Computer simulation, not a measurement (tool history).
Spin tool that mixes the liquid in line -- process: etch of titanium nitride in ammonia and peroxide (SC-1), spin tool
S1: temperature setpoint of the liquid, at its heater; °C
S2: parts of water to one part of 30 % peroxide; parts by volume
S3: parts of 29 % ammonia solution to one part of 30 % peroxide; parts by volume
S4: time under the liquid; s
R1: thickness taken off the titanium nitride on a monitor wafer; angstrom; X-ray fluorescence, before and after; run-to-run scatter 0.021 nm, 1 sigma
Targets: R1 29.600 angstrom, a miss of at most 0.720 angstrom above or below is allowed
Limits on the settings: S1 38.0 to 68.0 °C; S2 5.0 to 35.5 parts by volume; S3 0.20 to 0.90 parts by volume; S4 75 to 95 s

{"run": 1, "hour": 0.0, "S1": 52.0, "S2": 19.5, "S3": 0.5, "S4": 95, "R1": 54.184}
{"run": 2, "hour": 4.7, "S1": 51.0, "S2": 19.5, "S3": 0.5, "S4": 95, "R1": 51.474}
{"run": 3, "hour": 6.9, "S1": 51.0, "S2": 17.0, "S3": 0.5, "S4": 95, "R1": 54.717}
{"run": 4, "hour": 15.0, "S1": 51.0, "S2": 17.0, "S3": 0.7, "S4": 95, "R1": 58.232}
{"run": 5, "hour": 18.7, "S1": 44.0, "S2": 17.0, "S3": 0.7, "S4": 95, "R1": 35.615}
{"run": 6, "hour": 21.2, "S1": 43.5, "S2": 17.0, "S3": 0.7, "S4": 95, "R1": 34.453}
{"run": 7, "hour": 29.6, "S1": 43.0, "S2": 17.0, "S3": 0.7, "S4": 95, "R1": 33.261}
{"run": 8, "hour": 36.7, "S1": 42.0, "S2": 17.0, "S3": 0.7, "S4": 95, "R1": 30.746}

Which one of the following 5 next-run settings gets every result inside its allowed miss? There is exactly one.
{"run": "A", "hour": 43.8, "S1": 39.5, "S2": 12.5, "S3": 0.85, "S4": 95, "R1": "?"}
{"run": "B", "hour": 43.8, "S1": 44.0, "S2": 22.5, "S3": 0.8, "S4": 95, "R1": "?"}
{"run": "C", "hour": 43.8, "S1": 42.0, "S2": 16.0, "S3": 0.6, "S4": 90, "R1": "?"}
{"run": "D", "hour": 43.8, "S1": 44.5, "S2": 18.5, "S3": 0.65, "S4": 75, "R1": "?"}
{"run": "E", "hour": 43.8, "S1": 41.5, "S2": 15.5, "S3": 0.75, "S4": 95, "R1": "?"}

move=A R1=31.044
move=B R1=31.082
move=C R1=29.166
move=D R1=27.308
move=E R1=31.417
A: misses by more than the last run did
B: misses by more than the last run did
C: meets every target
D: takes the result that was furthest off past its target
E: misses by more than the last run did
Move C is the one to make.

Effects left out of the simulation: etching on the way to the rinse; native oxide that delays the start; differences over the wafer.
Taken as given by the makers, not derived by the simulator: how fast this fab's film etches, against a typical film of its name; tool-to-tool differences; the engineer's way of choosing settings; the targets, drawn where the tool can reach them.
